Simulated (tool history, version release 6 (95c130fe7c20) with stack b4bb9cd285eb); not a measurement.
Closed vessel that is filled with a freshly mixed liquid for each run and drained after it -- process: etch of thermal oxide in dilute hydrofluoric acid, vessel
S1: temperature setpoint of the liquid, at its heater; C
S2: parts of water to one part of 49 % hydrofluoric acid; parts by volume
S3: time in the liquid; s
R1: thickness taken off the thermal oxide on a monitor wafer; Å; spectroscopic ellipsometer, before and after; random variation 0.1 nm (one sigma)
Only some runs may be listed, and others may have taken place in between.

run 1 hour=0.0 | S1=25.0 S2=260 S3=500 | R1=80.528
run 2 hour=1.3 | S1=25.0 S2=330 S3=500 | R1=59.515
run 3 hour=4.1 | S1=26.0 S2=315 S3=500 | R1=65.146
run 4 hour=11.4 | S1=26.0 S2=395 S3=500 | R1=48.296
run 5 hour=19.1 | S1=26.0 S2=395 S3=500 | R1=48.758
run 6 hour=23.7 | S1=26.0 S2=395 S3=530 | R1=51.555
run 7 hour=25.5 | S1=26.5 S2=375 S3=530 | R1=54.780
run 8 hour=26.5 | S1=26.5 S2=350 S3=530 | R1=61.459
run 9 hour=27.2 | S1=27.0 S2=330 S3=530 | R1=67.326
run 10 hour=34.6 | S1=27.5 S2=310 S3=530 | R1=74.061

What does the tool deliver on the next run?
run 11 hour=37.6 | S1=27.5 S2=310 S3=530 | R1=?

{"run 11": {"R1": 74.937}}

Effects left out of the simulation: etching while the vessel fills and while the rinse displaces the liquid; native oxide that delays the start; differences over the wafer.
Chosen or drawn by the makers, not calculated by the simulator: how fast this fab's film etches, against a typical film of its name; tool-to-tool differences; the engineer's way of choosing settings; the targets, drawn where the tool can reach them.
